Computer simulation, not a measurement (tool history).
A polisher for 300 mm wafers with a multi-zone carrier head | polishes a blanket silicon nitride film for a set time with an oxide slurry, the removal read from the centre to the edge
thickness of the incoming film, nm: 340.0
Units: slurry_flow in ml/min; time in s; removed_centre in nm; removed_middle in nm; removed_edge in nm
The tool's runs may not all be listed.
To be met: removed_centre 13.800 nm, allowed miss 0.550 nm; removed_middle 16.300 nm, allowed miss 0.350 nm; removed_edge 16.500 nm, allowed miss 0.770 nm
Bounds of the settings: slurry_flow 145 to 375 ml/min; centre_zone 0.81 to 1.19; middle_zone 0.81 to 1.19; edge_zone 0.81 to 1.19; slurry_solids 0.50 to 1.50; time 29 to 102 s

| run | hour | slurry_flow | centre_zone | middle_zone | edge_zone | slurry_solids | time | removed_centre | removed_middle | removed_edge |
|---|---|---|---|---|---|---|---|---|---|---|
| 1 | 0.0 | 240 | 1.00 | 1.00 | 1.00 | 1.00 | 65 | 38.330 | 36.999 | 37.358 |
| 2 | 1.4 | 230 | 0.96 | 1.00 | 0.99 | 0.90 | 58 | 31.198 | 31.499 | 30.562 |
| 3 | 2.5 | 215 | 0.93 | 1.00 | 1.03 | 0.85 | 53 | 26.382 | 27.759 | 27.812 |
| 4 | 7.9 | 215 | 0.93 | 1.00 | 1.03 | 0.75 | 53 | 25.311 | 25.965 | 25.461 |
| 5 | 9.6 | 215 | 0.93 | 0.94 | 1.03 | 0.75 | 53 | 24.281 | 24.741 | 25.638 |
| 6 | 10.4 | 205 | 0.91 | 0.94 | 1.04 | 0.70 | 50 | 21.753 | 22.178 | 23.658 |
| 7 | 14.9 | 205 | 0.89 | 0.95 | 1.05 | 0.65 | 47 | 18.620 | 20.077 | 21.067 |
| 8 | 20.9 | 210 | 0.88 | 0.95 | 1.04 | 0.60 | 46 | 17.831 | 18.814 | 19.616 |
| 9 | 25.8 | 205 | 0.87 | 0.96 | 1.05 | 0.60 | 45 | 16.930 | 18.546 | 19.645 |
| 10 | 29.3 | 200 | 0.86 | 0.97 | 1.04 | 0.60 | 45 | 16.847 | 18.526 | 19.139 |
|  | 38.1 | centre zone pressure recalibrated |
| 11 | 38.1 | 195 | 0.85 | 0.98 | 1.04 | 0.60 | 45 | 15.625 | 18.664 | 19.221 |
| 12 | 45.9 | 195 | 0.84 | 0.96 | 1.01 | 0.60 | 45 | 15.400 | 18.131 | 18.878 |
| 13 | 53.7 | 200 | 0.84 | 0.95 | 0.98 | 0.60 | 45 | 15.634 | 18.352 | 18.802 |
| 14 | 58.9 | 175 | 0.81 | 0.92 | 0.92 | 0.50 | 41 | 11.693 | 14.002 | 14.490 |
| 15 | 67.4 | 195 | 0.81 | 0.92 | 0.93 | 0.50 | 41 | 12.080 | 14.199 | 14.769 |
| 16 | 71.7 | 265 | 0.83 | 1.02 | 1.03 | 0.55 | 39 | 13.352 | 16.527 | 16.110 |
| 17 | 75.7 | 265 | 0.83 | 1.01 | 1.03 | 0.55 | 39 | 13.101 | 16.064 | 15.779 |
| 18 | 82.5 | 260 | 0.83 | 1.01 | 1.04 | 0.55 | 39 | 13.122 | 16.286 | 16.233 |

5 next moves are on the table. One of them brings every result within its allowed miss. Which?
| A | 89.3 | 270 | 0.81 | 1.04 | 1.18 | 0.70 | 32 | ? | ? | ? |
| B | 89.3 | 195 | 0.82 | 1.01 | 1.19 | 0.55 | 40 | ? | ? | ? |
| C | 89.3 | 240 | 0.85 | 1.09 | 1.11 | 0.55 | 38 | ? | ? | ? |
| D | 89.3 | 280 | 0.82 | 1.02 | 1.11 | 0.50 | 39 | ? | ? | ? |
| E | 89.3 | 310 | 0.84 | 0.97 | 1.02 | 0.75 | 33 | ? | ? | ? |

| move | removed_centre | removed_middle | removed_edge |
|---|---|---|---|
| A | 12.352 | 15.907 | 16.518 |
| B | 12.770 | 15.967 | 17.238 |
| C | 13.033 | 16.602 | 16.164 |
| D | 12.336 | 15.453 | 15.780 |
| E | 13.970 | 16.421 | 16.689 |
A: further off than the last run
B: further off than the last run
C: further off than the last run
D: further off than the last run
E: meets every target
The right move is E.
